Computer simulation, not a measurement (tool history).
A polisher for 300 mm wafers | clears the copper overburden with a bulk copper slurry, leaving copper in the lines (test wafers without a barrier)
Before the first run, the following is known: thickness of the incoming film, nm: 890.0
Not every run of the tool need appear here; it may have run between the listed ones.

run	hour	flow of slurry (ml/min)	pressure of the wafer on the pad (kPa)	speed of the pad under the wafer (cm/s)	abrasive content of the slurry	overpolish time after the end point (s)	time until the end point was called (s)	dishing of a wide line in a test structure (nm)
1	0.0	125	15.9	88	1.0	18	132.05	73.133
2	2.0	125	12.4	88	1.0	18	153.73	63.868
3	4.5	125	12.4	88	0.9	18	155.73	64.653
4	10.6	120	10.3	84	0.9	21	178.74	61.513
5	13.4	120	10.3	84	0.9	25	180.10	67.066
6	18.2	110	10.3	84	0.9	25	189.01	68.889

Run 7, settings as shown, results not yet in. Your forecast:
7	22.8	105	9.7	84	0.9	25	?	?

For run 7 the tool returned time until the end point was called (s) 202.55, dishing of a wide line in a test structure (nm) 67.864.
